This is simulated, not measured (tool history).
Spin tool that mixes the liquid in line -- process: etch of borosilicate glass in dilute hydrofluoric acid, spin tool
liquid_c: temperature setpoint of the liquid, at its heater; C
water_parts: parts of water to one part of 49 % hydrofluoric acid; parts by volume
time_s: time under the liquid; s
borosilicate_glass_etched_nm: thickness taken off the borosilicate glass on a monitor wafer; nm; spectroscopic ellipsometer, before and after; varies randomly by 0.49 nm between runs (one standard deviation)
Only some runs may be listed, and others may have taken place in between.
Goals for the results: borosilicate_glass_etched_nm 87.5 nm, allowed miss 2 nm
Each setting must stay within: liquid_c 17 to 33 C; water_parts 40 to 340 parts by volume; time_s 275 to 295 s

run  hour  liquid_c  water_parts  time_s  borosilicate_glass_etched_nm
  1     0        25          190     275                        37.216
  2   3.5      26.5          170     275                        45.406
  3   6.1        28          155     275                         53.77
  4   6.9      29.5          155     275                          56.7
  5  10.5      29.5          155     275                         56.31
  6  15.5      29.5          185     275                        45.443
  7  24.5        33          110     275                        95.832
  8  30.4        33          110     275                         95.79
  9  31.6        33          110     275                        96.304
     37.1  -- hydrofluoric acid flow meter replaced
 10  37.1      32.5          110     275                         105.7
 11  40.3      32.5          145     275                        77.021
 12  44.7      32.5          140     275                        80.451
 13  50.9        33          135     275                        84.689

Next run, 4 choices. One meets every target within its allowed miss, the rest don't. Which?
  A  57.1      26.5          120     295                             ?
  B  57.1        33          135     295                             ?
  C  57.1        32          130     280                             ?
  D  57.1        33          145     295                             ?

move  borosilicate_glass_etched_nm
   A                        82.775
   B                        91.539
   C                        87.695
   D                        84.024
A: further off than the last run
B: pushes the last run's worst result past its target
C: every result lands within tolerance
D: further off than the last run
The move that meets every target is C.
